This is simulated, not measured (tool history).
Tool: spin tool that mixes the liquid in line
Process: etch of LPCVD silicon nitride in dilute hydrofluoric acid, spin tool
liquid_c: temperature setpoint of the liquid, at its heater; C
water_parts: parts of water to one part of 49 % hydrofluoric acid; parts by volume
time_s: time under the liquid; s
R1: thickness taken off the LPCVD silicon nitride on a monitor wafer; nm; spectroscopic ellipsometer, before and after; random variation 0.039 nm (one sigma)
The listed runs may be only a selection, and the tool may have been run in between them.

run 1 day=0.000 | liquid_c=20.0 water_parts=50 time_s=80 | R1=0.52958
run 2 day=0.162 | liquid_c=21.5 water_parts=50 time_s=80 | R1=0.60887
run 3 day=0.304 | liquid_c=21.5 water_parts=40 time_s=80 | R1=0.75589
run 4 day=0.512 | liquid_c=18.5 water_parts=40 time_s=80 | R1=0.60191
run 5 day=0.796 | liquid_c=18.5 water_parts=50 time_s=80 | R1=0.50177
run 6 day=1.062 | liquid_c=20.0 water_parts=45 time_s=80 | R1=0.58923
run 7 day=1.129 | liquid_c=21.5 water_parts=40 time_s=80 | R1=0.74546
run 8 day=1.421 | liquid_c=21.5 water_parts=40 time_s=80 | R1=0.73065
run 9 day=1.683 | liquid_c=22.5 water_parts=35 time_s=80 | R1=0.90762

Run 10, settings as shown, results not yet in. Your forecast:
run 10 day=1.779 | liquid_c=23.5 water_parts=30 time_s=80 | R1=?

Run 10 yielded R1 1.08350 nm.

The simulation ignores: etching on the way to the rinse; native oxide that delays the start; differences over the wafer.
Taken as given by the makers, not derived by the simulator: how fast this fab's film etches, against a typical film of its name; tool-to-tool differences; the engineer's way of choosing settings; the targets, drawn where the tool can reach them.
